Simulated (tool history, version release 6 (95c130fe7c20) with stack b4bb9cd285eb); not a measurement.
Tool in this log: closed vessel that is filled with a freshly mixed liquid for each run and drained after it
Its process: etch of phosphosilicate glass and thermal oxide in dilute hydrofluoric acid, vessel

run,hour,temperature setpoint of the liquid (°C),parts of water to one part of 49 % hydrofluoric acid (parts by volume),time in the liquid (s),thickness taken off the phosphosilicate glass on a monitor wafer (Å),thickness taken off the thermal oxide on a monitor wafer (Å)
1,0,22,165,60,488.64,14.949
2,6.7,22,165,85,686.78,21.667
3,9.8,21,180,85,597.59,18.279
4,14.4,18.5,180,85,541.76,16.596
5,18.3,18.5,180,65,413.3,12.716
6,23.3,18,185,65,393.52,12.328
7,23.8,18,190,65,378.54,11.43
8,28.2,18,195,65,372.15,11.75
9,29.2,18,200,65,359.85,10.761
10,35.4,18,205,65,349.76,11.232
11,41.7,17.5,210,65,330.43,10.799
12,50.1,17,210,65,326.1,9.3722
13,56.9,17.5,210,65,332.84,9.812

Predict the results of run 14:
14,59,17.5,215,65,?,?

{"run 14": {"thickness taken off the phosphosilicate glass on a monitor wafer (Å)": 321.96, "thickness taken off the thermal oxide on a monitor wafer (Å)": 10.342}}
